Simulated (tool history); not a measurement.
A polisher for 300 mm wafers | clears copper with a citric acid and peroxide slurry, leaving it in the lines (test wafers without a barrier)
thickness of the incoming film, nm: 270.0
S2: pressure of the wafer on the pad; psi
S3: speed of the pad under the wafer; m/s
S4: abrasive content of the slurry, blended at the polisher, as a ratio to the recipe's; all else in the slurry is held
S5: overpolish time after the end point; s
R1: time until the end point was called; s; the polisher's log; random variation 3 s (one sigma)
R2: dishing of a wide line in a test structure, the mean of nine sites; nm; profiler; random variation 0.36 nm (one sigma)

run 1 hour=0 | flow_of_slurry_(ml/min)=135 S2=2.1 S3=1.08 S4=1 S5=8 | R1=133.15 R2=12.044
run 2 hour=1.7 | flow_of_slurry_(ml/min)=135 S2=2.1 S3=1.08 S4=1 S5=12 | R1=131.73 R2=15.827
run 3 hour=8.9 | flow_of_slurry_(ml/min)=135 S2=2.1 S3=1.08 S4=1 S5=15 | R1=129.99 R2=18.28
run 4 hour=11.8 | flow_of_slurry_(ml/min)=135 S2=2.1 S3=1.08 S4=1 S5=13 | R1=130.74 R2=17.093
run 5 hour=17.2 | flow_of_slurry_(ml/min)=135 S2=2.1 S3=1.3 S4=1 S5=13 | R1=111.14 R2=19.364
run 6 hour=20.9 | flow_of_slurry_(ml/min)=135 S2=1.9 S3=1.28 S4=1 S5=13 | R1=124.87 R2=17.938
run 7 hour=24.2 | flow_of_slurry_(ml/min)=135 S2=1.8 S3=1.28 S4=1 S5=13 | R1=131.13 R2=17.172
run 8 hour=31.7 | flow_of_slurry_(ml/min)=135 S2=1.7 S3=1.28 S4=1 S5=13 | R1=143.94 R2=15.824
-- hour=40.2 slurry nozzle cleaned
run 9 hour=40.2 | flow_of_slurry_(ml/min)=135 S2=1.6 S3=1.28 S4=1 S5=13 | R1=141.17 R2=16.382
run 10 hour=40.9 | flow_of_slurry_(ml/min)=135 S2=1.5 S3=1.28 S4=1 S5=13 | R1=149.66 R2=15.339

Forecast run 11:
run 11 hour=44.5 | flow_of_slurry_(ml/min)=135 S2=1.4 S3=1.28 S4=1 S5=13 | R1=? R2=?

Run 11 gave R1 159.27 s, R2 13.866 nm.
